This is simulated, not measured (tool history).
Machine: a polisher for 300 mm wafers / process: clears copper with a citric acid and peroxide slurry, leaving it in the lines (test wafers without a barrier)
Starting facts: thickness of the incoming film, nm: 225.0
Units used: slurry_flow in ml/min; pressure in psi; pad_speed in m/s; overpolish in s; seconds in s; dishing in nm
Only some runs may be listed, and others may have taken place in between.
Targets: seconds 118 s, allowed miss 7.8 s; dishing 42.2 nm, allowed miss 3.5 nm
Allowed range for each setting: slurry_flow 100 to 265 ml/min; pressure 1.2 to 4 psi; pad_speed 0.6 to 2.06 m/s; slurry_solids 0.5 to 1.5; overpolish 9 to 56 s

{"run": 1, "hour": 0.0, "slurry_flow": 170, "pressure": 2.6, "pad_speed": 1.32, "slurry_solids": 1, "overpolish": 29, "seconds": 85.726, "dishing": 39.634}
{"run": 2, "hour": 2.7, "slurry_flow": 205, "pressure": 2.6, "pad_speed": 1.32, "slurry_solids": 1, "overpolish": 29, "seconds": 83.011, "dishing": 38.933}
{"run": 3, "hour": 5.2, "slurry_flow": 205, "pressure": 3.1, "pad_speed": 1.32, "slurry_solids": 1, "overpolish": 29, "seconds": 70.978, "dishing": 44.036}
{"run": 4, "hour": 13.5, "slurry_flow": 205, "pressure": 3.1, "pad_speed": 1.32, "slurry_solids": 0.85, "overpolish": 29, "seconds": 73.852, "dishing": 40.266}
{"run": 5, "hour": 17.8, "slurry_flow": 205, "pressure": 3, "pad_speed": 1.3, "slurry_solids": 0.85, "overpolish": 31, "seconds": 80.422, "dishing": 40.22}
{"run": 6, "hour": 24.9, "slurry_flow": 205, "pressure": 3, "pad_speed": 1.3, "slurry_solids": 0.95, "overpolish": 31, "seconds": 75.299, "dishing": 42.264}
{"run": 7, "hour": 26.8, "slurry_flow": 205, "pressure": 2.3, "pad_speed": 1.2, "slurry_solids": 1, "overpolish": 45, "seconds": 99.693, "dishing": 42.708}
{"run": 8, "hour": 33.6, "slurry_flow": 205, "pressure": 2.3, "pad_speed": 1.2, "slurry_solids": 1, "overpolish": 46, "seconds": 98.997, "dishing": 43.771}
{"run": 9, "hour": 39.8, "slurry_flow": 205, "pressure": 2.3, "pad_speed": 1.2, "slurry_solids": 1, "overpolish": 47, "seconds": 102.47, "dishing": 45.168}
{"run": 10, "hour": 48.7, "slurry_flow": 205, "pressure": 2.1, "pad_speed": 1.18, "slurry_solids": 1, "overpolish": 48, "seconds": 107.96, "dishing": 43.218}

Below are 5 possible settings for the next run. Only one of them brings all results inside the allowed miss of their targets. Which is it?
{"run": "A", "hour": 57.6, "slurry_flow": 230, "pressure": 2.4, "pad_speed": 0.9, "slurry_solids": 1.3, "overpolish": 49, "seconds": "?", "dishing": "?"}
{"run": "B", "hour": 57.6, "slurry_flow": 230, "pressure": 1.9, "pad_speed": 1.48, "slurry_solids": 0.85, "overpolish": 49, "seconds": "?", "dishing": "?"}
{"run": "C", "hour": 57.6, "slurry_flow": 205, "pressure": 2.4, "pad_speed": 1.3, "slurry_solids": 0.8, "overpolish": 35, "seconds": "?", "dishing": "?"}
{"run": "D", "hour": 57.6, "slurry_flow": 170, "pressure": 2.3, "pad_speed": 1.24, "slurry_solids": 1, "overpolish": 44, "seconds": "?", "dishing": "?"}
{"run": "E", "hour": 57.6, "slurry_flow": 205, "pressure": 1.5, "pad_speed": 1.8, "slurry_solids": 0.8, "overpolish": 41, "seconds": "?", "dishing": "?"}

move=A seconds=116.4 dishing=40.878
move=B seconds=98.197 dishing=42.677
move=C seconds=94.644 dishing=38.361
move=D seconds=98.737 dishing=41.561
move=E seconds=100.95 dishing=38.649
A: all results land within tolerance of their targets
B: its largest miss is bigger than the last run's
C: its largest miss is bigger than the last run's
D: its largest miss is bigger than the last run's
E: its largest miss is bigger than the last run's
Move A is the one to make.

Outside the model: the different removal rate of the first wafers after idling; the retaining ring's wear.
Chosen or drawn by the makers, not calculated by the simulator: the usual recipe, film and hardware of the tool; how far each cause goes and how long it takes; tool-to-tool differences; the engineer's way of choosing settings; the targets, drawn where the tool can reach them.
